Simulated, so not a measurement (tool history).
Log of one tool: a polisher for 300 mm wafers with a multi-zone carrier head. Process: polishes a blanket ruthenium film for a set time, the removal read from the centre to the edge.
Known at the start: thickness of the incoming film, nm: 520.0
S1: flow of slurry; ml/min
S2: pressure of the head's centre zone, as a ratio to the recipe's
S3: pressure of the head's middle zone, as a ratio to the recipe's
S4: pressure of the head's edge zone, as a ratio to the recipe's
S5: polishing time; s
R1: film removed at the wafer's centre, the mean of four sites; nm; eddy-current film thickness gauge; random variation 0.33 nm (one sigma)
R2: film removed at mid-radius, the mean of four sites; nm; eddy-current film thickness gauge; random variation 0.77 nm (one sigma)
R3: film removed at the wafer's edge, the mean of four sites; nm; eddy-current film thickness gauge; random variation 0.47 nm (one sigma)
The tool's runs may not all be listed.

| run | hour | S1 | S2 | S3 | S4 | S5 | R1 | R2 | R3 |
|---|---|---|---|---|---|---|---|---|---|
| 1 | 0 | 260 | 1 | 1 | 1 | 34 | 66.475 | 68.894 | 66.674 |
| 2 | 6.9 | 255 | 0.98 | 0.99 | 0.97 | 33 | 64.045 | 65.79 | 64.121 |
| 3 | 11.3 | 255 | 0.98 | 0.95 | 0.97 | 33 | 63.86 | 64.894 | 63.33 |
| 4 | 19.2 | 215 | 0.98 | 0.95 | 0.97 | 33 | 62.941 | 61.471 | 62.073 |
| 5 | 23 | 215 | 0.95 | 0.96 | 0.95 | 32 | 58.242 | 61.718 | 59.327 |
| 6 | 30.4 | 215 | 0.95 | 0.96 | 0.89 | 32 | 58.466 | 61.51 | 58.431 |
| 7 | 36 | 210 | 0.93 | 0.95 | 0.88 | 32 | 56.863 | 59.627 | 59.306 |
| 8 | 37.2 | 205 | 0.93 | 0.96 | 0.87 | 32 | 57.092 | 62.114 | 58.006 |
| 9 | 44.3 | 200 | 0.92 | 0.96 | 0.86 | 32 | 56.154 | 61.553 | 57.506 |
| 10 | 52.3 | 195 | 0.91 | 0.96 | 0.85 | 32 | 54.918 | 61.804 | 57.514 |
| 11 | 58.7 | 190 | 0.91 | 0.96 | 0.84 | 32 | 55.193 | 60.492 | 56.781 |
| 12 | 63.4 | 185 | 0.9 | 0.96 | 0.84 | 32 | 53.99 | 59.496 | 56.351 |
| 13 | 71 | 180 | 0.89 | 0.96 | 0.84 | 32 | 53.987 | 58.708 | 56.831 |
| 14 | 77.9 | 180 | 0.88 | 0.97 | 0.83 | 32 | 51.952 | 59.436 | 56.238 |
| 15 | 86.3 | 175 | 0.88 | 0.97 | 0.83 | 32 | 52.408 | 61.765 | 56.187 |

Forecast run 16:
| 16 | 95.1 | 175 | 0.88 | 0.97 | 0.83 | 32 | ? | ? | ? |

R1: 52.336 nm
R2: 59.461 nm
R3: 55.77 nm
